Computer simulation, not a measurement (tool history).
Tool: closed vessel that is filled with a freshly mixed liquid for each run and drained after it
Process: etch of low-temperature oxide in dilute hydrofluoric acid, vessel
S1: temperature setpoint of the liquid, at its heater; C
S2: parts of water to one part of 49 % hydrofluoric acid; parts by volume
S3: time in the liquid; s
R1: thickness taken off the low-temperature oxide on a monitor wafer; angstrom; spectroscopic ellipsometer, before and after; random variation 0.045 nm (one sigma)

run 1 day=0 | S1=22 S2=145 S3=265 | R1=182.99
run 2 day=0.279 | S1=21 S2=155 S3=265 | R1=164.01
run 3 day=0.529 | S1=21 S2=155 S3=265 | R1=163.51
run 4 day=0.696 | S1=20 S2=160 S3=265 | R1=150.3
run 5 day=0.846 | S1=20 S2=190 S3=265 | R1=123.86
run 6 day=0.929 | S1=19.5 S2=190 S3=265 | R1=121.18
run 7 day=1.279 | S1=19 S2=190 S3=265 | R1=119.33

Forecast run 8:
run 8 day=1.517 | S1=18.5 S2=190 S3=265 | R1=?

{"run 8": {"R1": 117.19}}
